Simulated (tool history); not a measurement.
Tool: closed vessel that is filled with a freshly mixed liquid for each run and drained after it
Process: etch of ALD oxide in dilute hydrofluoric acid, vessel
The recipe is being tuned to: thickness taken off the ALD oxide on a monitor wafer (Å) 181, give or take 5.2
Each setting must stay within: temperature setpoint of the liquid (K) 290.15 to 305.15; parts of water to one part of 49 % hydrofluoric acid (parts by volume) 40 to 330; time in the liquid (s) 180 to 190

run	hour	temperature setpoint of the liquid (K)	parts of water to one part of 49 % hydrofluoric acid (parts by volume)	time in the liquid (s)	thickness taken off the ALD oxide on a monitor wafer (Å)
1	0	297.15	185	180	284.75
2	5.9	295.65	185	180	273.78
3	7.3	295.65	160	180	325.12
4	14.7	294.65	170	180	288.05
5	22.7	294.15	175	180	275.05
6	23.4	294.15	140	180	354.88
7	26.7	293.65	155	180	311.64
8	31.5	293.15	165	180	284.94
9	33.6	292.65	175	180	257.38
10	40.8	292.15	180	180	246.72
11	46.3	291.65	185	180	234.79
12	52.4	291.65	190	180	225.84
13	55.4	291.65	195	180	218.31
14	64.3	291.65	200	180	213.75
15	69.4	291.65	205	180	207.53
16	78.1	290.65	215	180	187.25

Which single option among these 4 for the next run brings every result within its allowed miss of target? Just one does.
A	86.8	290.15	205	185	?
B	86.8	292.15	220	180	?
C	86.8	290.15	210	185	?
D	86.8	291.65	240	190	?

move	thickness taken off the ALD oxide on a monitor wafer (Å)
A	199.82
B	193.23
C	194.17
D	180.04
A: the biggest miss grows against the last run
B: the biggest miss grows against the last run
C: the biggest miss grows against the last run
D: every result within its allowed miss
Go with D: it meets all targets.

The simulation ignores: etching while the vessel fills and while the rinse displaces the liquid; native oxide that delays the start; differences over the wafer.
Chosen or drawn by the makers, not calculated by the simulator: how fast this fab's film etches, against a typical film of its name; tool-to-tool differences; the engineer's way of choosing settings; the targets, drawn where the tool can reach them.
